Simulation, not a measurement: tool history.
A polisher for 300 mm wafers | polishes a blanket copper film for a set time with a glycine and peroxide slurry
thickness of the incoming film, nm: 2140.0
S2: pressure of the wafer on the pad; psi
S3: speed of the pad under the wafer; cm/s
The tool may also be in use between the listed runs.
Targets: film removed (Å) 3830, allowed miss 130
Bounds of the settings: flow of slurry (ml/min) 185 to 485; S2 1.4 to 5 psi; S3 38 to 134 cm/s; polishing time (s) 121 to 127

run 1 hour=0 | flow_of_slurry_(ml/min)=310 S2=3.2 S3=86 polishing_time_(s)=121 | film_removed_(Å)=5473.2
run 2 hour=8.6 | flow_of_slurry_(ml/min)=310 S2=3 S3=86 polishing_time_(s)=121 | film_removed_(Å)=5319.2
run 3 hour=9.6 | flow_of_slurry_(ml/min)=310 S2=3 S3=108 polishing_time_(s)=121 | film_removed_(Å)=6376.3
run 4 hour=14.6 | flow_of_slurry_(ml/min)=310 S2=2.8 S3=106 polishing_time_(s)=121 | film_removed_(Å)=5998.2
run 5 hour=22.7 | flow_of_slurry_(ml/min)=310 S2=2.6 S3=104 polishing_time_(s)=121 | film_removed_(Å)=5623.3
run 6 hour=31.6 | flow_of_slurry_(ml/min)=310 S2=2.4 S3=102 polishing_time_(s)=121 | film_removed_(Å)=5318.5
run 7 hour=35.7 | flow_of_slurry_(ml/min)=310 S2=2.3 S3=100 polishing_time_(s)=121 | film_removed_(Å)=5103
run 8 hour=36.8 | flow_of_slurry_(ml/min)=305 S2=1.4 S3=92 polishing_time_(s)=121 | film_removed_(Å)=3691.7

5 next moves are on the table. One of them brings every result within its allowed miss. Which?
run A hour=37.9 | flow_of_slurry_(ml/min)=365 S2=1.4 S3=96 polishing_time_(s)=122 | film_removed_(Å)=?
run B hour=37.9 | flow_of_slurry_(ml/min)=275 S2=1.5 S3=80 polishing_time_(s)=127 | film_removed_(Å)=?
run C hour=37.9 | flow_of_slurry_(ml/min)=335 S2=1.5 S3=92 polishing_time_(s)=127 | film_removed_(Å)=?
run D hour=37.9 | flow_of_slurry_(ml/min)=250 S2=1.4 S3=106 polishing_time_(s)=123 | film_removed_(Å)=?
run E hour=37.9 | flow_of_slurry_(ml/min)=335 S2=2 S3=86 polishing_time_(s)=121 | film_removed_(Å)=?

move=A film_removed_(Å)=3935.4
move=B film_removed_(Å)=3611.9
move=C film_removed_(Å)=4072.1
move=D film_removed_(Å)=4112.7
move=E film_removed_(Å)=4268.6
A: meets every target
B: further off than the last run
C: takes the result that was furthest off past its target
D: takes the result that was furthest off past its target
E: takes the result that was furthest off past its target
The right move is A.

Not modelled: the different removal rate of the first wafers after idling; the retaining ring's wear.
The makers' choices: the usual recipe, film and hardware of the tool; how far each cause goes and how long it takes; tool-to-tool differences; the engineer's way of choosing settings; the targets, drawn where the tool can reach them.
